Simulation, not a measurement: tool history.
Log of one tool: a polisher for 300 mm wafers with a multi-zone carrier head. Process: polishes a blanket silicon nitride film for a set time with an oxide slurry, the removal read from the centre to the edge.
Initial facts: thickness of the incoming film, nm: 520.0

run	hour	flow of slurry (ml/min)	pressure of the head's centre zone	pressure of the head's middle zone	pressure of the head's edge zone	abrasive content of the slurry	polishing time (s)	film removed at the wafer's centre (angstrom)	film removed at mid-radius (angstrom)	film removed at the wafer's edge (angstrom)
1	0	130	1	1	1	1	79	469.05	471.54	487.49
2	5.9	140	1	1.03	1.04	1.1	79	491.82	513.91	527.15
3	10.2	110	1	1.03	1.04	1.1	79	477.28	500.62	500.97
4	11	110	1	1.03	1.11	1.1	79	463.84	496.92	526.55
5	17.1	110	1	1.03	1.11	1.1	91	539.6	574.57	607.5
6	21.9	110	1	1.03	1.03	1.1	91	537.53	560.91	579.56
# hour 28.8: edge zone pressure recalibrated
7	28.8	125	1	1.05	1.05	1.1	91	556.47	595.51	568.95
8	31.7	125	1	1.05	1.05	1.1	91	571.31	568.45	559.76

Expected results for the next run?
9	40	130	0.98	1.05	1.08	1.15	91	?	?	?

Run 9 measured film removed at the wafer's centre (angstrom) 561.77, film removed at mid-radius (angstrom) 600.16, film removed at the wafer's edge (angstrom) 591.36.

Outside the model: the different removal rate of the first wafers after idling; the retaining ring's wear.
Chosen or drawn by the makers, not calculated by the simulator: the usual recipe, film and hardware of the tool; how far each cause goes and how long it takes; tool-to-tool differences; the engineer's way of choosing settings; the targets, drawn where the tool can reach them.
